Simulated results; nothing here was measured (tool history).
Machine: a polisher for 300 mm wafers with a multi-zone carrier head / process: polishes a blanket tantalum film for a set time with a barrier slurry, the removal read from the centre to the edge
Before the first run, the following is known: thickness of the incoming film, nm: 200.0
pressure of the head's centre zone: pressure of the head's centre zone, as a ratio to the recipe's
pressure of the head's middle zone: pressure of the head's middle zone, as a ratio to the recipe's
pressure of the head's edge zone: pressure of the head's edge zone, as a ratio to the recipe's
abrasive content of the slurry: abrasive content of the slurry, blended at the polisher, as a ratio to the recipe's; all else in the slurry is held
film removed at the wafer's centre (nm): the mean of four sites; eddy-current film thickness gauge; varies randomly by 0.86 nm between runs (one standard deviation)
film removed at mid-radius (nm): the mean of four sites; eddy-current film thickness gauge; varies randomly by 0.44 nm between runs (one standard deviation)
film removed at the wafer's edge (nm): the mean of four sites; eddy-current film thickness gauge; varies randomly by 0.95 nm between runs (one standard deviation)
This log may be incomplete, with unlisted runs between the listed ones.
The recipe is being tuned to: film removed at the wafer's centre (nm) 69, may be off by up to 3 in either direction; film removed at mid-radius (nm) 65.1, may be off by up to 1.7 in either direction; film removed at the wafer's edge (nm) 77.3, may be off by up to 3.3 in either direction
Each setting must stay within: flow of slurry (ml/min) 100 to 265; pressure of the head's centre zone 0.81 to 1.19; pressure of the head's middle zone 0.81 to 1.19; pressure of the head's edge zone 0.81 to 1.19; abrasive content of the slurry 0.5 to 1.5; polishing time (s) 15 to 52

run	hour	flow of slurry (ml/min)	pressure of the head's centre zone	pressure of the head's middle zone	pressure of the head's edge zone	abrasive content of the slurry	polishing time (s)	film removed at the wafer's centre (nm)	film removed at mid-radius (nm)	film removed at the wafer's edge (nm)
1	0	170	1	1	1	1	33	84.811	83.356	83.088
2	7	170	1	1	0.95	1	33	84.64	82.701	80.641
3	13.6	170	1	1	0.95	1	38	99.649	96.82	94.117
4	15.7	155	0.96	0.94	0.96	0.85	38	89.266	86.618	88.681
5	23.2	140	0.96	0.94	0.96	0.85	38	87.096	83.741	89.892
6	28.9	130	0.93	0.9	0.94	0.75	38	81.416	77.806	83.778
7	32.2	120	0.91	0.87	0.95	0.7	38	75.626	73.194	82.491
8	39.3	120	0.91	0.87	0.95	0.7	38	77.173	73.096	83.88
9	42.8	115	0.9	0.85	0.94	0.65	38	73.376	69.595	80.753

Below are 5 possible settings for the next run. Only one of them brings all results inside the allowed miss of their targets. Which is it?
A	46.3	125	1.05	0.82	0.92	0.6	37	?	?	?
B	46.3	135	0.89	0.83	0.97	0.5	37	?	?	?
C	46.3	170	0.99	0.89	0.84	0.6	35	?	?	?
D	46.3	135	0.98	1.02	0.9	0.55	35	?	?	?
E	46.3	100	0.88	0.92	1.04	0.8	36	?	?	?

move	film removed at the wafer's centre (nm)	film removed at mid-radius (nm)	film removed at the wafer's edge (nm)
A	83.801	66.582	75.772
B	69.04	65.336	75.032
C	80.078	71.62	71.773
D	73.845	75.162	70.052
E	68.684	72.31	80.598
A: meets the target for the result that was furthest off, but another lies outside its allowed miss
B: every result within its allowed miss
C: its largest miss is bigger than the last run's
D: its largest miss is bigger than the last run's
E: its largest miss is bigger than the last run's
The right move is B.

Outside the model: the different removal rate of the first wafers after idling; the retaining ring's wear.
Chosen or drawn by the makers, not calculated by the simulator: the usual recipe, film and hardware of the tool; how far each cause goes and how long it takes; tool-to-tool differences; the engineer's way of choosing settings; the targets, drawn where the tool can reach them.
